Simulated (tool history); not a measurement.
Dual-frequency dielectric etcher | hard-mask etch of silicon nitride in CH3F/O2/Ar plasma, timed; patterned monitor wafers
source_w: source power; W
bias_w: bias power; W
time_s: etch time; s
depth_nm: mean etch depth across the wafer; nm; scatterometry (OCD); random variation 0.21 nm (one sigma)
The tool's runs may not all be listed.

run 1 hour=0 | source_w=330 bias_w=69 time_s=147 | depth_nm=90.705
run 2 hour=0.9 | source_w=330 bias_w=59 time_s=147 | depth_nm=87.756
run 3 hour=7.3 | source_w=330 bias_w=59 time_s=147 | depth_nm=87.537
run 4 hour=15 | source_w=330 bias_w=59 time_s=147 | depth_nm=87.739
-- hour=20.5 source power generator calibrated
run 5 hour=20.5 | source_w=330 bias_w=59 time_s=147 | depth_nm=86.78
run 6 hour=28.6 | source_w=330 bias_w=55 time_s=147 | depth_nm=85.201

The next listed run, before its measurement:
run 7 hour=35.3 | source_w=350 bias_w=55 time_s=147 | depth_nm=?

{"run 7": {"depth_nm": 87.601}}
